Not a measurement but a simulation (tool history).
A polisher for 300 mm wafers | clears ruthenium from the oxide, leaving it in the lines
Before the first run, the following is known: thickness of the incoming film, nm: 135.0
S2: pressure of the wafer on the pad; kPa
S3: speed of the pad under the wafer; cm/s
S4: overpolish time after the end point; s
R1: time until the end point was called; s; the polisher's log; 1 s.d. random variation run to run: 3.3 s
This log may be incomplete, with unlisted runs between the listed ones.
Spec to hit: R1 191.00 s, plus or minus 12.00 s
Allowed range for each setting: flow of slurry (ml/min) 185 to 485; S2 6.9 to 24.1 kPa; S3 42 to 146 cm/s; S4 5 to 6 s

run 1 hour=0.0 | flow_of_slurry_(ml/min)=310 S2=15.2 S3=94 S4=6 | R1=117.91
run 2 hour=0.6 | flow_of_slurry_(ml/min)=310 S2=15.2 S3=94 S4=6 | R1=115.69
run 3 hour=5.9 | flow_of_slurry_(ml/min)=310 S2=15.2 S3=94 S4=5 | R1=122.28
run 4 hour=7.7 | flow_of_slurry_(ml/min)=310 S2=14.5 S3=94 S4=5 | R1=117.82
run 5 hour=15.1 | flow_of_slurry_(ml/min)=310 S2=13.8 S3=92 S4=5 | R1=130.94
run 6 hour=18.1 | flow_of_slurry_(ml/min)=310 S2=11.0 S3=92 S4=5 | R1=150.72
-- hour=21.3 head pressure recalibrated
run 7 hour=21.3 | flow_of_slurry_(ml/min)=310 S2=10.3 S3=92 S4=5 | R1=148.20
run 8 hour=26.5 | flow_of_slurry_(ml/min)=310 S2=10.3 S3=90 S4=5 | R1=155.68

Which one of the following 5 next-run settings gets every result inside its allowed miss? There is exactly one.
run A hour=31.7 | flow_of_slurry_(ml/min)=280 S2=12.4 S3=114 S4=6 | R1=?
run B hour=31.7 | flow_of_slurry_(ml/min)=350 S2=10.3 S3=108 S4=5 | R1=?
run C hour=31.7 | flow_of_slurry_(ml/min)=265 S2=11.7 S3=102 S4=5 | R1=?
run D hour=31.7 | flow_of_slurry_(ml/min)=275 S2=10.3 S3=72 S4=6 | R1=?
run E hour=31.7 | flow_of_slurry_(ml/min)=330 S2=13.1 S3=86 S4=5 | R1=?

move=A R1=108.82
move=B R1=127.62
move=C R1=126.54
move=D R1=191.94
move=E R1=136.37
A: its largest miss is bigger than the last run's
B: its largest miss is bigger than the last run's
C: its largest miss is bigger than the last run's
D: hits every target within its allowed miss
E: its largest miss is bigger than the last run's
The right move is D.

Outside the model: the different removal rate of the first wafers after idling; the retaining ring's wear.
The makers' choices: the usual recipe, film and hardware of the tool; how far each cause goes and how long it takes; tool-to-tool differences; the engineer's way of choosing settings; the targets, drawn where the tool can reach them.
